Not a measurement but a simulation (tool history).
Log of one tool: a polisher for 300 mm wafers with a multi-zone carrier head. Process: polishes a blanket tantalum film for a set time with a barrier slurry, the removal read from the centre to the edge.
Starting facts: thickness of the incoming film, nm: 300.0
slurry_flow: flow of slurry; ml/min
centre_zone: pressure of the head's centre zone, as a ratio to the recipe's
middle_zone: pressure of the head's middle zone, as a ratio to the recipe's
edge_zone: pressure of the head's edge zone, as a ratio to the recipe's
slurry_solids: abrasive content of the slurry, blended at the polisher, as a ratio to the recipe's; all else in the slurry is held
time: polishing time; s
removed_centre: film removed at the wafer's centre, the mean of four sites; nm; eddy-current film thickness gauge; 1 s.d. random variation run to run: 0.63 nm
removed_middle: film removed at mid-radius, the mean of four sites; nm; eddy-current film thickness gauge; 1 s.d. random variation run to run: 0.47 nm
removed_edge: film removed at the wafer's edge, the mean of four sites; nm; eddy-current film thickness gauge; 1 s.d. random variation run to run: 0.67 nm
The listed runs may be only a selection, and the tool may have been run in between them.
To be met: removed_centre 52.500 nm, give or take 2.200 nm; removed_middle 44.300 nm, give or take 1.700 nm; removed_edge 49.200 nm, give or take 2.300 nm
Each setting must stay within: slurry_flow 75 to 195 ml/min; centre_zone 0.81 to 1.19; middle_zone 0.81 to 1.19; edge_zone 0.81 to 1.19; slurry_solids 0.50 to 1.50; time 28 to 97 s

run   hour  slurry_flow  centre_zone  middle_zone  edge_zone  slurry_solids  time  removed_centre  removed_middle  removed_edge
  1    0.0          125         1.00         1.00       1.00           1.00    62          96.397          95.578        98.343
  2    2.8          125         1.00         1.00       1.00           0.80    62          85.973          88.301        91.703
  3   11.8          125         1.00         0.94       1.00           0.80    62          88.167          83.921        90.715
  4   16.4          125         0.95         0.94       1.00           0.80    62          81.513          82.983        87.298
  5   20.5          125         0.95         0.94       1.00           0.80    51          67.328          67.787        73.433
  6   27.4          125         0.96         0.91       0.95           0.75    48          64.186          61.105        65.564
  7   31.7          120         0.96         0.89       0.93           0.70    47          58.791          56.597        62.401
  8   33.5          125         0.98         0.87       0.90           0.65    45          56.726          51.813        54.979
  9   38.8          120         0.99         0.86       0.89           0.65    45          57.266          50.810        56.423
 10   41.8          120         0.99         0.85       0.88           0.60    45          53.293          47.439        53.771
 11   46.6          120         1.00         0.84       0.86           0.60    45          54.444          47.649        52.932
 12   47.5          120         1.00         0.83       0.85           0.60    45          54.047          46.175        52.749
 13   54.2          120         1.00         0.83       0.84           0.60    45          54.474          46.119        52.844
 14   56.7          105         1.03         0.86       0.81           0.50    44          47.394          41.120        44.012
 15   65.4          105         1.03         0.86       0.81           0.50    44          47.816          41.407        45.169
 16   72.9          110         1.03         0.86       0.82           0.50    44          47.936          41.762        44.246
 17   74.3          115         1.03         0.85       0.83           0.50    44          48.112          41.421        45.510
 18   75.8          120         1.03         0.85       0.84           0.50    44          49.535          41.776        45.420
 19   80.4          125         1.02         0.85       0.85           0.50    44          47.665          42.843        46.799
 20   82.9          125         1.03         0.85       0.86           0.50    44          48.983          42.726        45.994
 21   85.1          125         1.03         0.84       0.87           0.50    44          49.676          40.862        46.565
 22   93.5          130         1.03         0.84       0.87           0.50    44          49.764          41.657        46.234
 23   96.6          135         1.03         0.84       0.88           0.50    44          49.514          41.689        47.499
 24  103.4          135         1.03         0.84       0.88           0.50    44          48.935          41.268        46.878

5 next moves are on the table. One of them brings every result within its allowed miss. Which?
  A  110.2          170         1.17         0.86       0.83           0.55    37               ?               ?             ?
  B  110.2          130         1.08         0.83       0.86           0.70    35               ?               ?             ?
  C  110.2          140         1.04         0.85       0.89           0.50    45               ?               ?             ?
  D  110.2          115         1.08         0.81       0.87           0.55    41               ?               ?             ?
  E  110.2          135         0.95         0.82       0.90           0.55    43               ?               ?             ?

move  removed_centre  removed_middle  removed_edge
   A          52.943          40.168        42.279
   B          50.577          40.646        45.113
   C          51.879          44.092        48.406
   D          50.535          39.930        45.679
   E          47.972          43.433        49.385
A: misses by more than the last run did
B: misses by more than the last run did
C: in spec on every target
D: misses by more than the last run did
E: meets the target for the result that was furthest off, but another lies outside its allowed miss
Go with C: it meets all targets.
